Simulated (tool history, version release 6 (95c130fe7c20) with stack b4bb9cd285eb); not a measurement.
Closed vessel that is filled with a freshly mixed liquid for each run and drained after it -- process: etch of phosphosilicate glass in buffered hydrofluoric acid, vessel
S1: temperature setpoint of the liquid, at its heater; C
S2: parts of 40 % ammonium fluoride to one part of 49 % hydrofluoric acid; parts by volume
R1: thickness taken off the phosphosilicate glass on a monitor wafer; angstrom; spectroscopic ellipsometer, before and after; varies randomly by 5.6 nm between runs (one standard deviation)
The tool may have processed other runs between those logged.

run 1 hour=0.0 | S1=25.0 S2=15.0 time_in_the_liquid_(s)=105 | R1=5110.1
run 2 hour=3.5 | S1=26.5 S2=14.5 time_in_the_liquid_(s)=105 | R1=5682.3
run 3 hour=5.6 | S1=27.5 S2=14.0 time_in_the_liquid_(s)=105 | R1=6248.9
run 4 hour=6.7 | S1=25.5 S2=14.0 time_in_the_liquid_(s)=105 | R1=5609.5
run 5 hour=9.9 | S1=27.0 S2=14.0 time_in_the_liquid_(s)=105 | R1=6147.5
run 6 hour=17.1 | S1=28.5 S2=14.0 time_in_the_liquid_(s)=105 | R1=6679.0
run 7 hour=23.8 | S1=29.0 S2=14.0 time_in_the_liquid_(s)=105 | R1=6786.7
-- hour=27.3 thermometer replaced
run 8 hour=27.3 | S1=29.5 S2=14.0 time_in_the_liquid_(s)=105 | R1=7701.5
run 9 hour=28.8 | S1=30.0 S2=14.0 time_in_the_liquid_(s)=105 | R1=7837.8

Expected results for the next run?
run 10 hour=36.8 | S1=30.5 S2=14.0 time_in_the_liquid_(s)=105 | R1=?

R1: 8137.3 angstrom
